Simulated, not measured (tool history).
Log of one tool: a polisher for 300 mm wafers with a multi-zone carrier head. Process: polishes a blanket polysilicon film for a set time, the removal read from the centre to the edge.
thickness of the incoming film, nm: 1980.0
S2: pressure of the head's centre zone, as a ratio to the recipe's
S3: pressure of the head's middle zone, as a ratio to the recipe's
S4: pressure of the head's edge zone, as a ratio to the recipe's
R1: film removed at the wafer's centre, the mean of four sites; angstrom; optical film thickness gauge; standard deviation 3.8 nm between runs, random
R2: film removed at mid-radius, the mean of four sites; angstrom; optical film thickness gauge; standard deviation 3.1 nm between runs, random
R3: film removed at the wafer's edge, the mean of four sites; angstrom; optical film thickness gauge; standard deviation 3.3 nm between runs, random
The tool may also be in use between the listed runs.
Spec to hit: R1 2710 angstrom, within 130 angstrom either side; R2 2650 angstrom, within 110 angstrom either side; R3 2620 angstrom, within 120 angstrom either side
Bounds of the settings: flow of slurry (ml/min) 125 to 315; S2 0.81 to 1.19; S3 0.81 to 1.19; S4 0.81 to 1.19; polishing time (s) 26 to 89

{"run": 1, "hour": 0.0, "flow of slurry (ml/min)": 205, "S2": 1, "S3": 1, "S4": 1, "polishing time (s)": 57, "R1": 4218.6, "R2": 4373.5, "R3": 4317.7}
{"run": 2, "hour": 6.7, "flow of slurry (ml/min)": 225, "S2": 1, "S3": 1, "S4": 1, "polishing time (s)": 57, "R1": 4316.4, "R2": 4441.4, "R3": 4310.6}
{"run": 3, "hour": 9.6, "flow of slurry (ml/min)": 230, "S2": 1, "S3": 0.99, "S4": 0.99, "polishing time (s)": 52, "R1": 4016.1, "R2": 4067.9, "R3": 3949.5}
{"run": 4, "hour": 11.4, "flow of slurry (ml/min)": 230, "S2": 1, "S3": 0.99, "S4": 0.92, "polishing time (s)": 52, "R1": 3901.2, "R2": 4059.6, "R3": 3861}
{"run": 5, "hour": 12.6, "flow of slurry (ml/min)": 230, "S2": 1, "S3": 0.98, "S4": 0.92, "polishing time (s)": 48, "R1": 3738.8, "R2": 3703.6, "R3": 3433.8}
{"run": 6, "hour": 14.5, "flow of slurry (ml/min)": 220, "S2": 0.97, "S3": 0.96, "S4": 0.91, "polishing time (s)": 46, "R1": 3418.9, "R2": 3478.3, "R3": 3423.4}
{"run": 7, "hour": 22.8, "flow of slurry (ml/min)": 220, "S2": 0.97, "S3": 0.96, "S4": 0.91, "polishing time (s)": 43, "R1": 3179.5, "R2": 3215.7, "R3": 3123.1}
{"run": 8, "hour": 25.8, "flow of slurry (ml/min)": 215, "S2": 0.97, "S3": 0.95, "S4": 0.9, "polishing time (s)": 42, "R1": 3127.7, "R2": 3092, "R3": 3084.7}
{"run": 9, "hour": 26.5, "flow of slurry (ml/min)": 210, "S2": 0.97, "S3": 0.95, "S4": 0.89, "polishing time (s)": 41, "R1": 3069.4, "R2": 3100.2, "R3": 2921.9}
{"run": 10, "hour": 34.9, "flow of slurry (ml/min)": 200, "S2": 0.96, "S3": 0.93, "S4": 0.88, "polishing time (s)": 41, "R1": 2923.8, "R2": 2999.5, "R3": 2890.8}
{"run": 11, "hour": 36.6, "flow of slurry (ml/min)": 200, "S2": 0.96, "S3": 0.93, "S4": 0.88, "polishing time (s)": 41, "R1": 2958.8, "R2": 2933.3, "R3": 2947.9}
{"run": 12, "hour": 40.6, "flow of slurry (ml/min)": 195, "S2": 0.96, "S3": 0.93, "S4": 0.87, "polishing time (s)": 40, "R1": 2894.6, "R2": 2850.6, "R3": 2826.4}
{"run": 13, "hour": 45.2, "flow of slurry (ml/min)": 195, "S2": 0.96, "S3": 0.93, "S4": 0.87, "polishing time (s)": 40, "R1": 2900.6, "R2": 2879, "R3": 2839.8}
{"run": 14, "hour": 52.3, "flow of slurry (ml/min)": 190, "S2": 0.96, "S3": 0.93, "S4": 0.86, "polishing time (s)": 40, "R1": 2821, "R2": 2889.8, "R3": 2779.3}
{"run": 15, "hour": 53.5, "flow of slurry (ml/min)": 165, "S2": 0.98, "S3": 0.86, "S4": 0.82, "polishing time (s)": 38, "R1": 2736, "R2": 2540.3, "R3": 2640.7}

Next run, 4 choices. One meets every target within its allowed miss, the rest don't. Which?
{"run": "A", "hour": 54.7, "flow of slurry (ml/min)": 200, "S2": 0.96, "S3": 0.81, "S4": 0.89, "polishing time (s)": 37, "R1": "?", "R2": "?", "R3": "?"}
{"run": "B", "hour": 54.7, "flow of slurry (ml/min)": 155, "S2": 1.04, "S3": 0.81, "S4": 0.87, "polishing time (s)": 39, "R1": "?", "R2": "?", "R3": "?"}
{"run": "C", "hour": 54.7, "flow of slurry (ml/min)": 165, "S2": 1, "S3": 0.84, "S4": 0.85, "polishing time (s)": 41, "R1": "?", "R2": "?", "R3": "?"}
{"run": "D", "hour": 54.7, "flow of slurry (ml/min)": 215, "S2": 0.98, "S3": 0.92, "S4": 0.88, "polishing time (s)": 37, "R1": "?", "R2": "?", "R3": "?"}

move=A R1=2618 R2=2373.3 R3=2677.8
move=B R1=2850.4 R2=2417.3 R3=2724.7
move=C R1=2924.2 R2=2641.7 R3=2851.8
move=D R1=2693.5 R2=2658.5 R3=2677.3
A: moves away from the targets compared with the last run
B: moves away from the targets compared with the last run
C: brings the last run's worst result on target, with another outside its allowed miss
D: in spec on every target
Move D is the one to make.
